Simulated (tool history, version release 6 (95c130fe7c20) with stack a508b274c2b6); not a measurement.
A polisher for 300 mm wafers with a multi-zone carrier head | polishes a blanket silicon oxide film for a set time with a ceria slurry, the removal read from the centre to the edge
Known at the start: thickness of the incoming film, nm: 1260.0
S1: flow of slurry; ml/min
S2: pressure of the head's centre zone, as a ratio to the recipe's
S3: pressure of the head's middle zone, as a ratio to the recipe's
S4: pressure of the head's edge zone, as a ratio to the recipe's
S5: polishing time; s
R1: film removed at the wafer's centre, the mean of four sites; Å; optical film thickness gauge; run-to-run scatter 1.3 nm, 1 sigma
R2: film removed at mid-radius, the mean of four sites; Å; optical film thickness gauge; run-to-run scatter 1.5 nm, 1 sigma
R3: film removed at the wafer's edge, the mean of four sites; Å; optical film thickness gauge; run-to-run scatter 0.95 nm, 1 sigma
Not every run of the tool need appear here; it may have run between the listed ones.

{"run": 1, "hour": 0.0, "S1": 270, "S2": 1.0, "S3": 1.0, "S4": 1.0, "S5": 54, "R1": 2489.7, "R2": 2474.2, "R3": 2468.1}
{"run": 2, "hour": 7.9, "S1": 270, "S2": 1.0, "S3": 0.96, "S4": 1.0, "S5": 54, "R1": 2462.5, "R2": 2386.4, "R3": 2480.8}
{"run": 3, "hour": 10.9, "S1": 245, "S2": 0.93, "S3": 1.0, "S4": 0.98, "S5": 44, "R1": 1823.9, "R2": 1970.8, "R3": 1967.6}
{"run": 4, "hour": 18.7, "S1": 225, "S2": 0.89, "S3": 1.03, "S4": 0.95, "S5": 40, "R1": 1588.7, "R2": 1847.8, "R3": 1763.9}
{"run": 5, "hour": 22.1, "S1": 225, "S2": 0.89, "S3": 1.03, "S4": 0.95, "S5": 27, "R1": 1068.6, "R2": 1226.8, "R3": 1187.5}
{"run": 6, "hour": 27.0, "S1": 225, "S2": 0.88, "S3": 1.08, "S4": 0.99, "S5": 28, "R1": 1078.2, "R2": 1315.8, "R3": 1265.0}
{"run": 7, "hour": 32.5, "S1": 230, "S2": 0.88, "S3": 1.11, "S4": 0.99, "S5": 29, "R1": 1147.9, "R2": 1413.1, "R3": 1308.2}
{"run": 8, "hour": 41.2, "S1": 250, "S2": 0.87, "S3": 1.13, "S4": 1.01, "S5": 29, "R1": 1147.1, "R2": 1435.4, "R3": 1321.3}
{"run": 9, "hour": 49.7, "S1": 275, "S2": 0.85, "S3": 1.19, "S4": 1.07, "S5": 31, "R1": 1208.0, "R2": 1590.3, "R3": 1449.5}

What does the tool deliver on the next run?
{"run": 10, "hour": 56.7, "S1": 265, "S2": 0.85, "S3": 1.19, "S4": 1.06, "S5": 31, "R1": "?", "R2": "?", "R3": "?"}

{"run 10": {"R1": 1203.9, "R2": 1598.3, "R3": 1435.7}}
